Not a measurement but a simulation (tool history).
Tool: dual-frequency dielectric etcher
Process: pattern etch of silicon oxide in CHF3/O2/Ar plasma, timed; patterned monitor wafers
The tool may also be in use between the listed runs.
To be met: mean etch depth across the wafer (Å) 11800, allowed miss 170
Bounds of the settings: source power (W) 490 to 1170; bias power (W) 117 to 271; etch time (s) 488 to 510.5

run    day  source power (W)  bias power (W)  etch time (s)  mean etch depth across the wafer (Å)
  1      0               830             194            488                                 10189
  2  0.054               830             194            488                                 10271
  3  0.317               860             195            488                                 10318
  4  0.592               770             195            488                                9972.7
  5  0.888               810             196            488                                 10186
  6  1.129               850             197            488                                 10382
  7  1.188               880             198            488                                 10495
  8  1.392               910             199            488                                 10635
  9  1.529              1080             206          488.5                                 11373
 10  1.567              1080             206          488.5                                 11378

4 next moves are on the table. One of them brings every result within its allowed miss. Which?
  A  1.604              1080             210            488                                     ?
  B  1.604               980             243            491                                     ?
  C  1.604              1050             222          510.5                                     ?
  D  1.604               940             201            495                                     ?

move  mean etch depth across the wafer (Å)
   A                                 11474
   B                                 11827
   C                                 12147
   D                                 10937
A: nearer than the last run, and not there yet
B: meets every target
C: takes the result that was furthest off past its target
D: further off than the last run
Answer: B
